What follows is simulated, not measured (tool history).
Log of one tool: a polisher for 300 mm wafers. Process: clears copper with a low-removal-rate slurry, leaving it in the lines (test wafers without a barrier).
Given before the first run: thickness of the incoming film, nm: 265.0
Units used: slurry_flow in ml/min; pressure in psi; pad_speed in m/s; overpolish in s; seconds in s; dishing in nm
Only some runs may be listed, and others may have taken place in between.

| run | hour | slurry_flow | pressure | pad_speed | slurry_solids | overpolish | seconds | dishing |
|---|---|---|---|---|---|---|---|---|
| 1 | 0 | 240 | 3.9 | 0.86 | 1 | 19 | 85.454 | 43.362 |
| 2 | 7 | 265 | 3.9 | 0.86 | 1 | 19 | 83.905 | 43.965 |
| 3 | 10.2 | 265 | 3.2 | 0.86 | 1 | 19 | 99.533 | 37.406 |
| 4 | 14.1 | 270 | 3.2 | 0.86 | 1 | 18 | 98.953 | 35.598 |
| 5 | 18.4 | 270 | 3.2 | 0.86 | 1 | 25 | 99.126 | 48.521 |
| 6 | 23.2 | 275 | 3.2 | 0.86 | 1 | 24 | 97.993 | 46.785 |
| 7 | 31.3 | 280 | 3.1 | 0.86 | 1 | 23 | 100.86 | 43.858 |
| 8 | 36.2 | 285 | 3.1 | 0.86 | 1 | 22 | 99.967 | 41.774 |
| 9 | 40.9 | 290 | 3.1 | 0.86 | 1 | 21 | 102.14 | 39.94 |

Run 10, settings as shown, results not yet in. Your forecast:
| 10 | 41.8 | 290 | 3.1 | 0.86 | 1 | 20 | ? | ? |

{"run 10": {"seconds": 99.618, "dishing": 39.201}}
